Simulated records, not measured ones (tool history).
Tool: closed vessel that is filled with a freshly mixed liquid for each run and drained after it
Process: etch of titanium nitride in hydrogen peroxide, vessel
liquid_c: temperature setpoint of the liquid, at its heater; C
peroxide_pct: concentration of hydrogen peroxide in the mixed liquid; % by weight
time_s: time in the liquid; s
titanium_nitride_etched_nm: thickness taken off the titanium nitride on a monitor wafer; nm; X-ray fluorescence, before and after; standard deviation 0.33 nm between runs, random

{"run": 1, "hour": 0.0, "liquid_c": 53.0, "peroxide_pct": 17.5, "time_s": 805, "titanium_nitride_etched_nm": 54.045}
{"run": 2, "hour": 3.4, "liquid_c": 51.5, "peroxide_pct": 17.5, "time_s": 805, "titanium_nitride_etched_nm": 49.528}
{"run": 3, "hour": 10.2, "liquid_c": 50.5, "peroxide_pct": 17.5, "time_s": 805, "titanium_nitride_etched_nm": 45.523}
{"run": 4, "hour": 16.7, "liquid_c": 50.5, "peroxide_pct": 20.5, "time_s": 805, "titanium_nitride_etched_nm": 47.463}
{"run": 5, "hour": 22.1, "liquid_c": 50.5, "peroxide_pct": 20.5, "time_s": 805, "titanium_nitride_etched_nm": 47.469}
{"run": 6, "hour": 24.7, "liquid_c": 49.5, "peroxide_pct": 20.5, "time_s": 805, "titanium_nitride_etched_nm": 43.913}

Run 7 has not been measured yet. What should we expect?
{"run": 7, "hour": 29.7, "liquid_c": 49.0, "peroxide_pct": 20.5, "time_s": 805, "titanium_nitride_etched_nm": "?"}

Run 7 came out at titanium_nitride_etched_nm 42.339 nm.
